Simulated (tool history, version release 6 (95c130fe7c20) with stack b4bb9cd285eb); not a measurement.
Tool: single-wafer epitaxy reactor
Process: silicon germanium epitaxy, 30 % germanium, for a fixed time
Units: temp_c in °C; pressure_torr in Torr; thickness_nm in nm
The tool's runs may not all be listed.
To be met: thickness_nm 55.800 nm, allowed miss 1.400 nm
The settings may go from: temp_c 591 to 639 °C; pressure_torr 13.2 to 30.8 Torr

| run | hour | temp_c | pressure_torr | thickness_nm |
|---|---|---|---|---|
| 1 | 0.0 | 615 | 22.0 | 81.746 |
| 2 | 5.7 | 610 | 21.8 | 73.035 |
| 3 | 9.7 | 604 | 21.8 | 64.848 |
| 4 | 11.6 | 602 | 21.7 | 61.806 |
| 5 | 18.3 | 608 | 21.7 | 70.148 |
| 6 | 26.6 | 605 | 21.6 | 65.885 |
| 7 | 30.3 | 603 | 21.5 | 62.946 |
| 8 | 30.8 | 602 | 21.5 | 61.360 |
| 9 | 33.7 | 601 | 21.5 | 60.275 |
| 10 | 37.3 | 600 | 21.5 | 59.266 |
| 11 | 41.5 | 600 | 21.5 | 59.175 |
|  | 49.3 | capacitance manometer re-zeroed and calibrated |
| 12 | 49.3 | 596 | 21.4 | 53.949 |

4 next moves are on the table. One of them brings every result within its allowed miss. Which?
| A | 57.1 | 601 | 18.7 | ? |
| B | 57.1 | 603 | 14.4 | ? |
| C | 57.1 | 591 | 23.7 | ? |
| D | 57.1 | 594 | 21.3 | ? |

| move | thickness_nm |
|---|---|
| A | 55.621 |
| B | 51.312 |
| C | 50.098 |
| D | 50.919 |
A: meets every target
B: further off than the last run
C: further off than the last run
D: further off than the last run
Answer: A
